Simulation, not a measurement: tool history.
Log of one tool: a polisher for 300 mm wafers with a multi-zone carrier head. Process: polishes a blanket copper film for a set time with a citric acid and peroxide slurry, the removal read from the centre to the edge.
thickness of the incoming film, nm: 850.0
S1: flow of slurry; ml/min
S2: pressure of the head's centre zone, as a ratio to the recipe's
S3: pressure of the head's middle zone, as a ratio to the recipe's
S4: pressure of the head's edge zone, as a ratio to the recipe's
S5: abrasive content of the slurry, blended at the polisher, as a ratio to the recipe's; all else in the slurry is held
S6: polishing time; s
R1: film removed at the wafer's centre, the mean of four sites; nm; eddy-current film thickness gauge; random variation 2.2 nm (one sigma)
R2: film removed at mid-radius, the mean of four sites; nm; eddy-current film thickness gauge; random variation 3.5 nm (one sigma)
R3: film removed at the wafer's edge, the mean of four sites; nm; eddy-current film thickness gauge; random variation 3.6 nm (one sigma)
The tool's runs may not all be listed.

Run 1, day 0.000: S1 250 ml/min, S2 1.00, S3 1.00, S4 1.00, S5 1.00, S6 75 s. Result: R1 243.88 nm, R2 226.07 nm, R3 226.88 nm.
Run 2, day 0.083: S1 250 ml/min, S2 1.04, S3 1.00, S4 1.00, S5 1.00, S6 75 s. Result: R1 252.44 nm, R2 225.88 nm, R3 225.13 nm.
Run 3, day 0.446: S1 250 ml/min, S2 1.04, S3 1.00, S4 1.00, S5 1.15, S6 75 s. Result: R1 261.69 nm, R2 236.79 nm, R3 232.99 nm.
Run 4, day 0.796: S1 265 ml/min, S2 1.07, S3 1.02, S4 1.03, S5 1.20, S6 75 s. Result: R1 274.75 nm, R2 241.30 nm, R3 241.94 nm.
Run 5, day 0.854: S1 265 ml/min, S2 1.07, S3 1.02, S4 1.03, S5 1.20, S6 82 s. Result: R1 299.85 nm, R2 262.79 nm, R3 261.96 nm.
Run 6, day 0.938: S1 265 ml/min, S2 1.07, S3 1.02, S4 1.03, S5 1.20, S6 92 s. Result: R1 337.37 nm, R2 293.28 nm, R3 289.76 nm.
Run 7, day 1.196: S1 250 ml/min, S2 1.06, S3 1.01, S4 1.00, S5 1.15, S6 92 s. Result: R1 328.03 nm, R2 287.50 nm, R3 286.66 nm.

Forecast run 8:
Run 8, day 1.288: S1 250 ml/min, S2 1.06, S3 1.01, S4 1.00, S5 1.15, S6 92 s. Result: R1 ?, R2 ?, R3 ?.

{"run 8": {"R1": 330.95, "R2": 287.22, "R3": 288.23}}
